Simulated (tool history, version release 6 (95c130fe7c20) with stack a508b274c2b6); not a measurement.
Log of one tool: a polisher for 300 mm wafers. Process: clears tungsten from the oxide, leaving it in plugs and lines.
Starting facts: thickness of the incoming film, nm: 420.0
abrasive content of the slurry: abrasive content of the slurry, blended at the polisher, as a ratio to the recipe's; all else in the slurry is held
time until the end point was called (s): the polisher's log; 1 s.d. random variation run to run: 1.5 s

| run | day | flow of slurry (ml/min) | pressure of the wafer on the pad (kPa) | speed of the pad under the wafer (cm/s) | abrasive content of the slurry | overpolish time after the end point (s) | time until the end point was called (s) |
|---|---|---|---|---|---|---|---|
| 1 | 0.000 | 245 | 20.7 | 96 | 1.0 | 30 | 124.02 |
| 2 | 0.146 | 245 | 20.7 | 82 | 1.0 | 30 | 129.39 |
| 3 | 0.317 | 245 | 20.7 | 72 | 1.0 | 30 | 146.31 |
| 4 | 0.625 | 245 | 22.1 | 74 | 1.0 | 30 | 136.50 |
| 5 | 0.908 | 245 | 22.1 | 74 | 1.2 | 30 | 128.94 |
| 6 | 1.050 | 245 | 22.1 | 54 | 1.2 | 30 | 153.98 |
| 7 | 1.321 | 245 | 23.4 | 58 | 1.2 | 30 | 141.04 |

Predict the results of run 8:
| 8 | 1.600 | 245 | 24.8 | 62 | 1.2 | 30 | ? |

Run 8 gave time until the end point was called (s) 130.91.
